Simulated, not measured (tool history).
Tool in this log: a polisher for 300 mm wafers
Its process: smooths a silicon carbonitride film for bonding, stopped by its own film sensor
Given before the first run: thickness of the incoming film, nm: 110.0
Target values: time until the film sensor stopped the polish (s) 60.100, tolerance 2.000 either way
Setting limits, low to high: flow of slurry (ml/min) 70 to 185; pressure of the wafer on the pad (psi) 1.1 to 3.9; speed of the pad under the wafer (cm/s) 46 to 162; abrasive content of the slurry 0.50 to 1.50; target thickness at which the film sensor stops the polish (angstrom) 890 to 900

run	hour	flow of slurry (ml/min)	pressure of the wafer on the pad (psi)	speed of the pad under the wafer (cm/s)	abrasive content of the slurry	target thickness at which the film sensor stops the polish (angstrom)	time until the film sensor stopped the polish (s)
1	0.0	120	2.5	104	1.00	900	78.735
2	7.3	130	2.7	104	1.00	900	70.976
3	7.9	140	2.8	104	1.00	900	68.053
4	9.7	140	2.9	104	1.00	900	65.721
5	12.3	150	2.9	104	1.00	900	64.601
6	15.7	150	2.9	104	1.00	890	68.524
7	22.2	155	3.0	104	1.00	890	65.727
8	24.3	155	3.0	104	1.00	890	66.074
9	25.9	155	3.1	104	1.00	890	63.058

Pick the move, out of 5, that brings all results within their allowed miss; only one does.
A	27.5	160	3.2	90	1.10	890	?
B	27.5	185	3.9	86	0.75	900	?
C	27.5	155	2.8	112	1.10	890	?
D	27.5	150	2.9	106	1.00	890	?
E	27.5	165	2.8	128	0.95	890	?

move	time until the film sensor stopped the polish (s)
A	64.059
B	60.963
C	65.042
D	68.039
E	63.843
A: its largest miss is bigger than the last run's
B: every result lands within tolerance
C: its largest miss is bigger than the last run's
D: its largest miss is bigger than the last run's
E: its largest miss is bigger than the last run's
So the answer is move B, the one that meets all the targets.
